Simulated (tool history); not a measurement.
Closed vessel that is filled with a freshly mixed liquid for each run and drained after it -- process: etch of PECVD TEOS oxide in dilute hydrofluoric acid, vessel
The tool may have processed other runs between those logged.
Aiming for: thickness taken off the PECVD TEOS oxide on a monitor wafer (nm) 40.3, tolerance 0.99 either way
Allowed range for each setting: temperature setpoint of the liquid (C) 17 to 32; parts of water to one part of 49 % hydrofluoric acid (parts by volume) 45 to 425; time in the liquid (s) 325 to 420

run	hour	temperature setpoint of the liquid (C)	parts of water to one part of 49 % hydrofluoric acid (parts by volume)	time in the liquid (s)	thickness taken off the PECVD TEOS oxide on a monitor wafer (nm)
1	0	24	235	420	23.207
2	0.9	25.5	225	420	25.804
3	6	25.5	295	420	18.341
4	14.2	27	270	420	21.651
5	19.2	27	270	420	21.561
6	23.4	28	250	420	24.644
7	24.7	28	250	420	24.754
8	28.9	29	235	420	27.502
9	32.4	29.5	225	420	29.5
10	33.2	30	215	420	31.992
11	38	32	180	420	43.177
12	42.3	31.5	180	420	41.973
13	45.5	31	180	420	41.447

Which single option among these 4 for the next run brings every result within its allowed miss of target? Just one does.
A	48.7	32	175	420	?
B	48.7	32	180	395	?
C	48.7	31	175	415	?
D	48.7	30	170	420	?

move	thickness taken off the PECVD TEOS oxide on a monitor wafer (nm)
A	44.401
B	40.331
C	42.377
D	42.901
A: its largest miss is bigger than the last run's
B: in spec on every target
C: its largest miss is bigger than the last run's
D: its largest miss is bigger than the last run's
Go with B: it meets all targets.
